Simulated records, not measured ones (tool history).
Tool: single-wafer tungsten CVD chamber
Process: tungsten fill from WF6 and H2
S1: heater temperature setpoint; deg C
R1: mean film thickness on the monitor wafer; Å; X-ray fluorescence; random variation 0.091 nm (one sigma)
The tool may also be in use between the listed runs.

run 1 hour=0 | S1=370 chamber_pressure_(Pa)=6239 deposition_time_(s)=7.77 | R1=142.51
run 2 hour=6.4 | S1=375 chamber_pressure_(Pa)=6293 deposition_time_(s)=7.77 | R1=158.08
run 3 hour=8.2 | S1=369 chamber_pressure_(Pa)=6293 deposition_time_(s)=7.77 | R1=139.65
run 4 hour=11.6 | S1=374 chamber_pressure_(Pa)=6346 deposition_time_(s)=7.77 | R1=154.78
run 5 hour=14 | S1=378 chamber_pressure_(Pa)=6399 deposition_time_(s)=7.77 | R1=170.7
run 6 hour=16.1 | S1=378 chamber_pressure_(Pa)=6013 deposition_time_(s)=7.77 | R1=166.71
run 7 hour=20.9 | S1=381 chamber_pressure_(Pa)=6039 deposition_time_(s)=7.77 | R1=176.47
run 8 hour=28.6 | S1=383 chamber_pressure_(Pa)=6066 deposition_time_(s)=7.77 | R1=185.92

Forecast run 9:
run 9 hour=34 | S1=384 chamber_pressure_(Pa)=6079 deposition_time_(s)=7.77 | R1=?

R1: 189.55 Å
